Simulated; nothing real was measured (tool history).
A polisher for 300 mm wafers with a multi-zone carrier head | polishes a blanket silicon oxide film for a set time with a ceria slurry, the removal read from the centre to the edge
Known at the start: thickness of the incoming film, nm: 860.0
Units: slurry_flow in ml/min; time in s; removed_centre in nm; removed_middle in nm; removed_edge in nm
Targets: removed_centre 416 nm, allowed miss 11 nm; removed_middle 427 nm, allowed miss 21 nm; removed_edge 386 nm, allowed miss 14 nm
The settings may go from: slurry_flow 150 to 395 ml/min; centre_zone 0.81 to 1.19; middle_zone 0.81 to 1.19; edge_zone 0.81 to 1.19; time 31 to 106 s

| run | day | slurry_flow | centre_zone | middle_zone | edge_zone | time | removed_centre | removed_middle | removed_edge |
|---|---|---|---|---|---|---|---|---|---|
| 1 | 0 | 250 | 1 | 1 | 1 | 68 | 337.4 | 354.49 | 336.73 |
| 2 | 0.225 | 250 | 1 | 1 | 0.94 | 68 | 339.42 | 352.34 | 328.7 |
| 3 | 0.392 | 255 | 1.01 | 1.01 | 0.96 | 69 | 349.06 | 359.08 | 341.07 |
| 4 | 0.712 | 265 | 1.02 | 1.03 | 0.96 | 69 | 349.33 | 372.5 | 333.74 |
| 5 | 0.983 | 265 | 1.02 | 1.03 | 0.9 | 69 | 351.17 | 370.11 | 327.2 |
| 6 | 1.075 | 305 | 1.02 | 1.03 | 0.9 | 69 | 354.39 | 366.23 | 330.6 |
| 7 | 1.212 | 305 | 1.03 | 1.04 | 0.92 | 70 | 367.5 | 378.14 | 337.57 |
| 8 | 1.408 | 305 | 1.04 | 1.04 | 0.94 | 71 | 379.37 | 384.48 | 348.42 |
| 9 | 1.479 | 305 | 1.04 | 1.05 | 0.96 | 71 | 374.38 | 380.53 | 347.42 |

4 next moves are on the table. One of them brings every result within its allowed miss. Which?
| A | 1.55 | 300 | 1.11 | 1.18 | 1.01 | 61 | ? | ? | ? |
| B | 1.55 | 330 | 1.05 | 1.05 | 0.96 | 77 | ? | ? | ? |
| C | 1.55 | 235 | 0.92 | 1.19 | 0.98 | 73 | ? | ? | ? |
| D | 1.55 | 270 | 0.89 | 1.06 | 0.96 | 72 | ? | ? | ? |

| move | removed_centre | removed_middle | removed_edge |
|---|---|---|---|
| A | 342.76 | 367.4 | 301.4 |
| B | 412.3 | 423.03 | 376.39 |
| C | 331.14 | 433.52 | 350.67 |
| D | 320.25 | 392.35 | 347.35 |
A: further off than the last run
B: meets every target
C: further off than the last run
D: further off than the last run
Move B is the one to make.
